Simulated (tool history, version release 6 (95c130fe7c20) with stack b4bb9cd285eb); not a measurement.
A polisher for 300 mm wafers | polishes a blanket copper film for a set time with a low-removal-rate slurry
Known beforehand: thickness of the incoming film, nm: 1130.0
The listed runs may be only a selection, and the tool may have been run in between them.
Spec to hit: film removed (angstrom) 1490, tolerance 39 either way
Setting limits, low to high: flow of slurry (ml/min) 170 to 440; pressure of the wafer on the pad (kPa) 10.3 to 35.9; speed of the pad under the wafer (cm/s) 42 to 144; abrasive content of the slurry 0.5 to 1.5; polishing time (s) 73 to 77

| run | hour | flow of slurry (ml/min) | pressure of the wafer on the pad (kPa) | speed of the pad under the wafer (cm/s) | abrasive content of the slurry | polishing time (s) | film removed (angstrom) |
|---|---|---|---|---|---|---|---|
| 1 | 0 | 280 | 22.8 | 92 | 1 | 73 | 2019 |
| 2 | 2.2 | 280 | 22.1 | 92 | 1 | 73 | 1967 |
| 3 | 6.7 | 280 | 21.4 | 92 | 1 | 73 | 1949.7 |
| 4 | 8.8 | 280 | 21.4 | 78 | 1 | 73 | 1668.4 |
| 5 | 16.5 | 280 | 21.4 | 100 | 1 | 73 | 2095.1 |
| 6 | 22.7 | 280 | 25.5 | 100 | 1 | 73 | 2352.7 |
| 7 | 29.5 | 280 | 23.4 | 100 | 1 | 73 | 2233.5 |
| 8 | 30.8 | 270 | 16.5 | 98 | 1 | 73 | 1772.8 |
| 9 | 34.6 | 270 | 15.9 | 98 | 1 | 73 | 1710.5 |
| 10 | 38.2 | 270 | 15.2 | 98 | 1 | 73 | 1658.8 |
| 11 | 44.4 | 270 | 14.5 | 98 | 1 | 73 | 1620.6 |
| 12 | 50.3 | 270 | 13.1 | 98 | 1 | 73 | 1536.7 |

Which one of the following 5 next-run settings gets every result inside its allowed miss? There is exactly one.
| A | 56.2 | 280 | 15.2 | 86 | 1.1 | 77 | ? |
| B | 56.2 | 210 | 16.5 | 84 | 1.25 | 77 | ? |
| C | 56.2 | 370 | 10.3 | 100 | 1.15 | 73 | ? |
| D | 56.2 | 315 | 11.7 | 96 | 0.9 | 73 | ? |
| E | 56.2 | 275 | 13.1 | 96 | 1 | 77 | ? |

| move | film removed (angstrom) |
|---|---|
| A | 1586.7 |
| B | 1619.9 |
| C | 1475.1 |
| D | 1415.2 |
| E | 1592.4 |
A: lands further from the targets than the last run did
B: lands further from the targets than the last run did
C: all results in spec
D: takes the result that was furthest off past its target
E: lands further from the targets than the last run did
The move that meets every target is C.

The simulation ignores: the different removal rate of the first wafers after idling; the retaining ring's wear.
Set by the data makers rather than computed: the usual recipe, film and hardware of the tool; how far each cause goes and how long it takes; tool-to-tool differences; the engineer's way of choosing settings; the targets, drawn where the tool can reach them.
